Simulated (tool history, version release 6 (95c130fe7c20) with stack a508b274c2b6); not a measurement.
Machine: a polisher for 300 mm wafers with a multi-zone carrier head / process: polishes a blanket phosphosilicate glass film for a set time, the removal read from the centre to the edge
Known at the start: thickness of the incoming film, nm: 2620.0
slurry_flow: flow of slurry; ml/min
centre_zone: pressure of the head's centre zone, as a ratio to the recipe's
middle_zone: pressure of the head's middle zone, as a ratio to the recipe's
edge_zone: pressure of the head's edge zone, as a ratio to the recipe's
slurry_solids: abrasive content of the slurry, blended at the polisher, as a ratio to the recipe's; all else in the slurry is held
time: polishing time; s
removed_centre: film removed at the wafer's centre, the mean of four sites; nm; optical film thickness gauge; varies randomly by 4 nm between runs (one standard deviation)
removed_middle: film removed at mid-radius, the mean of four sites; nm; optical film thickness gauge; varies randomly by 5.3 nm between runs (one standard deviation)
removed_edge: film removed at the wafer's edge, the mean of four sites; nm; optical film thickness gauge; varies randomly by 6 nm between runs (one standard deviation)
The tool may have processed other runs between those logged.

| run | hour | slurry_flow | centre_zone | middle_zone | edge_zone | slurry_solids | time | removed_centre | removed_middle | removed_edge |
|---|---|---|---|---|---|---|---|---|---|---|
| 1 | 0 | 280 | 1 | 1 | 1 | 1 | 85 | 580.73 | 581.93 | 584.03 |
| 2 | 1.3 | 280 | 1 | 1 | 0.95 | 1 | 85 | 577.84 | 581.02 | 571.34 |
| 3 | 7.4 | 280 | 0.99 | 0.97 | 0.94 | 0.95 | 85 | 564.89 | 541.47 | 545.59 |
| 4 | 9.7 | 280 | 0.99 | 0.89 | 0.94 | 0.95 | 85 | 561.72 | 523.22 | 568.43 |
| 5 | 12.6 | 275 | 0.98 | 0.88 | 0.92 | 0.9 | 85 | 545.87 | 502.95 | 527.77 |
| 6 | 18 | 275 | 0.98 | 0.88 | 0.92 | 0.9 | 97 | 622.91 | 578.1 | 618.65 |
| 7 | 20.3 | 270 | 0.97 | 0.87 | 0.92 | 0.8 | 96 | 581.28 | 530.17 | 572.32 |
| 8 | 26.5 | 265 | 0.95 | 0.86 | 0.91 | 0.75 | 96 | 546.62 | 508.04 | 546.5 |
| 9 | 31.7 | 260 | 0.94 | 0.85 | 0.9 | 0.7 | 96 | 533.19 | 483.77 | 534.89 |
| 10 | 40.2 | 255 | 0.93 | 0.85 | 0.89 | 0.65 | 96 | 502.65 | 475.48 | 509.62 |

For run 11, what comes out?
| 11 | 41 | 235 | 0.95 | 0.81 | 0.88 | 0.55 | 94 | ? | ? | ? |

{"run 11": {"removed_centre": 462.46, "removed_middle": 408.45, "removed_edge": 467.6}}

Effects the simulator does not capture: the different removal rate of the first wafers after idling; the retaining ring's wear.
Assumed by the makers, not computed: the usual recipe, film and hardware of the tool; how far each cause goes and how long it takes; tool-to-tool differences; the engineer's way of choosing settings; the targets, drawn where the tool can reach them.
